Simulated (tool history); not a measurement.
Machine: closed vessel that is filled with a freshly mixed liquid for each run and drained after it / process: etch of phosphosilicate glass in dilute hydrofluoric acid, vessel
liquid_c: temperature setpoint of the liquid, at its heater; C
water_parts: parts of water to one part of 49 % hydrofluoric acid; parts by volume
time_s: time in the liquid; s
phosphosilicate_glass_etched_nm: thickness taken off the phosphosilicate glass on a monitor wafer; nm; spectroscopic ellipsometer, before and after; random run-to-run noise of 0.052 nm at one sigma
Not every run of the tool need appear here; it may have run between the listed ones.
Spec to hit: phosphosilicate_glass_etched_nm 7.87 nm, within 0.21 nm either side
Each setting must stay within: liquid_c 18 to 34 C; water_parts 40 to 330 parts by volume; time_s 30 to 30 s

run  hour  liquid_c  water_parts  time_s  phosphosilicate_glass_etched_nm
  1     0        26          185      30                           8.3665
  2     3        26          220      30                           6.8167
  3   4.4        26          220      30                           6.8553
  4  11.1        27          220      30                           7.0509
  5    15      27.5          220      30                            7.113
  6  23.2        28          220      30                           7.3666
  7  29.7      28.5          220      30                           7.4332
  8    35        29          220      30                           7.5253
  9  42.3      29.5          220      30                           7.6266

Below are 5 possible settings for the next run. Only one of them brings all results inside the allowed miss of their targets. Which is it?
  A  49.6        27          215      30                                ?
  B  49.6      27.5          195      30                                ?
  C  49.6        30          230      30                                ?
  D  49.6        30          220      30                                ?
  E  49.6      27.5          215      30                                ?

move  phosphosilicate_glass_etched_nm
   A                           7.1815
   B                           8.2598
   C                           7.2975
   D                           7.7274
   E                           7.3073
A: its largest miss is bigger than the last run's
B: carries the result that was furthest off beyond its target, to the other side
C: its largest miss is bigger than the last run's
D: every result lands within tolerance
E: its largest miss is bigger than the last run's
The move that meets every target is D.
